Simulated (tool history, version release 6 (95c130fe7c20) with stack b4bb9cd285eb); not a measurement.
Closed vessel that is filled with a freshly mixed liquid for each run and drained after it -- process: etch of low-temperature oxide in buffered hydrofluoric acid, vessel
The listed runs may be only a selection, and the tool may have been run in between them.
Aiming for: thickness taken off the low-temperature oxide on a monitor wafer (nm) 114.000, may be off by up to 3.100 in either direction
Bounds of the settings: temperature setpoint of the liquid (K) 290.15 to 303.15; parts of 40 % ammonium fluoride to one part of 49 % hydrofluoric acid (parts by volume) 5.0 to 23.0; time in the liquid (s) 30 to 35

run  hour  temperature setpoint of the liquid (K)  parts of 40 % ammonium fluoride to one part of 49 % hydrofluoric acid (parts by volume)  time in the liquid (s)  thickness taken off the low-temperature oxide on a monitor wafer (nm)
  1   0.0                                  295.15                                                                                     14.0                      35                                                                 97.588
  2   7.0                                  296.15                                                                                     14.0                      35                                                                102.090
  3  12.8                                  296.65                                                                                     14.0                      35                                                                106.910
  4  14.2                                  296.65                                                                                     14.0                      30                                                                 89.985
  5  22.8                                  298.15                                                                                     14.0                      30                                                                 97.108
  6  30.8                                  299.65                                                                                     14.0                      30                                                                105.840
  7  34.2                                  299.65                                                                                     14.0                      30                                                                104.660
  8  40.9                                  300.15                                                                                     14.0                      30                                                                108.830

Consider the 4 candidate settings below. Which is the only one whose results all fall within their allowed miss of target?
  A  47.6                                  300.65                                                                                     16.0                      35                                                                      ?
  B  47.6                                  301.65                                                                                     13.5                      30                                                                      ?
  C  47.6                                  298.65                                                                                     14.0                      30                                                                      ?
  D  47.6                                  298.15                                                                                     13.0                      35                                                                      ?

move  thickness taken off the low-temperature oxide on a monitor wafer (nm)
   A                                                                114.280
   B                                                                122.040
   C                                                                100.290
   D                                                                122.460
A: all results in spec
B: carries the result that was furthest off beyond its target, to the other side
C: its largest miss is bigger than the last run's
D: carries the result that was furthest off beyond its target, to the other side
The right move is A.

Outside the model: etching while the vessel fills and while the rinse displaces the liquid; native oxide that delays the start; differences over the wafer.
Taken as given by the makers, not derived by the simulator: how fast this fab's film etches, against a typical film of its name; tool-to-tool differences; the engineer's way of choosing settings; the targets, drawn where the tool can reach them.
